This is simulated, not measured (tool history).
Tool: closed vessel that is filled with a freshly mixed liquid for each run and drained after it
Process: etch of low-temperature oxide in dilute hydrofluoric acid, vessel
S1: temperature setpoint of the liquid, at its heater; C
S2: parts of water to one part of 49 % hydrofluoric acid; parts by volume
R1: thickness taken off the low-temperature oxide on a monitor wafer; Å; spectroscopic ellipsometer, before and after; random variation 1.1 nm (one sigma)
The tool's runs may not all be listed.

run 1 hour=0.0 | S1=25.0 S2=60 time_in_the_liquid_(s)=105 | R1=713.63
run 2 hour=1.4 | S1=26.5 S2=55 time_in_the_liquid_(s)=105 | R1=834.93
run 3 hour=4.3 | S1=28.0 S2=55 time_in_the_liquid_(s)=105 | R1=874.03
run 4 hour=10.8 | S1=29.0 S2=55 time_in_the_liquid_(s)=105 | R1=917.55
run 5 hour=16.4 | S1=29.5 S2=55 time_in_the_liquid_(s)=105 | R1=943.24
run 6 hour=19.6 | S1=28.0 S2=55 time_in_the_liquid_(s)=105 | R1=874.99
run 7 hour=20.8 | S1=29.0 S2=55 time_in_the_liquid_(s)=105 | R1=920.62
-- hour=29.2 thermometer replaced
run 8 hour=29.2 | S1=29.5 S2=55 time_in_the_liquid_(s)=105 | R1=882.91
run 9 hour=37.3 | S1=30.0 S2=50 time_in_the_liquid_(s)=105 | R1=1021.80
run 10 hour=41.8 | S1=30.5 S2=50 time_in_the_liquid_(s)=105 | R1=1013.20

The next listed run, before its measurement:
run 11 hour=45.5 | S1=31.0 S2=50 time_in_the_liquid_(s)=105 | R1=?

Run 11 gave R1 1033.10 Å.
